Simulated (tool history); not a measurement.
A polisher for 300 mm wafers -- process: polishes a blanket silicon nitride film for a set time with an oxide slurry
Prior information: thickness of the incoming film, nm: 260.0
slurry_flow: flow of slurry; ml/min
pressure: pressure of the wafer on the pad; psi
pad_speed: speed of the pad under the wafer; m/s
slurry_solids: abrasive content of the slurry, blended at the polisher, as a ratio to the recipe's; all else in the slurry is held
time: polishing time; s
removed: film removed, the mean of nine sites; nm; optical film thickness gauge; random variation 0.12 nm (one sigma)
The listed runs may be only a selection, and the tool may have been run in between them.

| run | hour | slurry_flow | pressure | pad_speed | slurry_solids | time | removed |
|---|---|---|---|---|---|---|---|
| 1 | 0.0 | 125 | 3.8 | 0.96 | 1.0 | 27 | 18.356 |
| 2 | 1.1 | 125 | 3.4 | 0.96 | 1.0 | 27 | 16.574 |
| 3 | 8.6 | 120 | 3.4 | 0.96 | 1.0 | 27 | 16.368 |
| 4 | 17.0 | 120 | 3.4 | 0.76 | 1.0 | 27 | 13.656 |
| 5 | 21.7 | 120 | 3.4 | 0.76 | 1.0 | 24 | 12.129 |
| 6 | 30.5 | 100 | 3.4 | 0.76 | 1.0 | 24 | 11.724 |

Expected results for the next run?
| 7 | 38.1 | 125 | 3.5 | 0.76 | 1.0 | 24 | ? |

Run 7 gave removed 12.635 nm.
